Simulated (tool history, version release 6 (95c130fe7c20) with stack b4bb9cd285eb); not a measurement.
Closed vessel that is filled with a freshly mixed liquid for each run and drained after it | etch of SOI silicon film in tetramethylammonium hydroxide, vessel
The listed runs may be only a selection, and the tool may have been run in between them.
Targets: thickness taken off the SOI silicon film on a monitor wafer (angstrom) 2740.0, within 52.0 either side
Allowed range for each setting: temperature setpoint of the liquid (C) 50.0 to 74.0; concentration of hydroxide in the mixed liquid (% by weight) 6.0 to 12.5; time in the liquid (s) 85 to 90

run  hour  temperature setpoint of the liquid (C)  concentration of hydroxide in the mixed liquid (% by weight)  time in the liquid (s)  thickness taken off the SOI silicon film on a monitor wafer (angstrom)
  1   0.0                                    61.0                                                           8.5                      85                                                                  3921.8
  2   6.2                                    61.0                                                           8.5                      90                                                                  4154.0
  3  11.9                                    59.0                                                           8.5                      90                                                                  3644.2
  4  16.9                                    57.5                                                           8.5                      90                                                                  3308.3
  5  23.5                                    62.5                                                           8.5                      90                                                                  4487.2
  6  31.9                                    60.0                                                           8.5                      90                                                                  3933.4
  7  35.5                                    58.0                                                           8.5                      90                                                                  3454.4
  8  42.1                                    57.0                                                           8.5                      90                                                                  3195.2
  9  46.8                                    56.5                                                           8.5                      90                                                                  3110.7
 10  54.3                                    56.0                                                           8.5                      90                                                                  3019.8
 11  59.4                                    55.5                                                           8.5                      90                                                                  2912.4
 12  64.8                                    55.0                                                           8.5                      90                                                                  2849.9

5 next moves are on the table. One of them brings every result within its allowed miss. Which?
  A  70.2                                    55.0                                                           7.5                      90                                                                       ?
  B  70.2                                    57.5                                                           9.0                      85                                                                       ?
  C  70.2                                    56.0                                                           8.5                      90                                                                       ?
  D  70.2                                    55.0                                                           9.5                      90                                                                       ?
  E  70.2                                    55.0                                                           9.0                      85                                                                       ?

move  thickness taken off the SOI silicon film on a monitor wafer (angstrom)
   A                                                                  2944.0
   B                                                                  3077.6
   C                                                                  3020.3
   D                                                                  2719.5
   E                                                                  2621.5
A: the biggest miss grows against the last run
B: the biggest miss grows against the last run
C: the biggest miss grows against the last run
D: in spec on every target
E: moves the result that the last run missed by most past its target, out the other side
Move D is the one to make.
